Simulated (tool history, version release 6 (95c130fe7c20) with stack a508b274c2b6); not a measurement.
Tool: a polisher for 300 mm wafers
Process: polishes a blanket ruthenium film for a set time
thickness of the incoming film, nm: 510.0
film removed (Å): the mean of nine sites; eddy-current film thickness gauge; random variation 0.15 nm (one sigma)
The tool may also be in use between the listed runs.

run	hour	flow of slurry (ml/min)	pressure of the wafer on the pad (kPa)	speed of the pad under the wafer (cm/s)	polishing time (s)	film removed (Å)
1	0.0	315	16.5	98	41	529.80
2	5.3	310	13.8	90	41	422.90
3	13.7	310	13.8	70	41	350.76
4	22.6	310	17.2	70	41	416.67
5	26.6	305	13.8	68	41	341.76
6	30.0	345	13.8	68	41	345.19
7	38.2	335	9.7	68	41	260.88

Forecast run 8:
8	45.5	335	9.0	68	41	?

Run 8 gave film removed (Å) 244.62.
